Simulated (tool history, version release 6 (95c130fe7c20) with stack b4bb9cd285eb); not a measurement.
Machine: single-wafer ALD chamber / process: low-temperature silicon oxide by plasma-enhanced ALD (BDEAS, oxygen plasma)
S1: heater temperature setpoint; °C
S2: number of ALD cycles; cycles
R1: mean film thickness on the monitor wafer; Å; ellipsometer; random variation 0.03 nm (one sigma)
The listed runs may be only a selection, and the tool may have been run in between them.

{"run": 1, "hour": 0.0, "S1": 90, "S2": 48, "R1": 73.126}
{"run": 2, "hour": 4.4, "S1": 90, "S2": 52, "R1": 79.196}
{"run": 3, "hour": 10.4, "S1": 90, "S2": 49, "R1": 74.417}
{"run": 4, "hour": 18.2, "S1": 87, "S2": 50, "R1": 77.026}
{"run": 5, "hour": 23.7, "S1": 97, "S2": 50, "R1": 74.053}
{"run": 6, "hour": 28.9, "S1": 97, "S2": 47, "R1": 69.965}
{"run": 7, "hour": 32.5, "S1": 93, "S2": 49, "R1": 73.741}
{"run": 8, "hour": 37.8, "S1": 89, "S2": 50, "R1": 75.929}

Run 9 has not been measured yet. What should we expect?
{"run": 9, "hour": 45.6, "S1": 87, "S2": 51, "R1": "?"}

{"run 9": {"R1": 78.107}}

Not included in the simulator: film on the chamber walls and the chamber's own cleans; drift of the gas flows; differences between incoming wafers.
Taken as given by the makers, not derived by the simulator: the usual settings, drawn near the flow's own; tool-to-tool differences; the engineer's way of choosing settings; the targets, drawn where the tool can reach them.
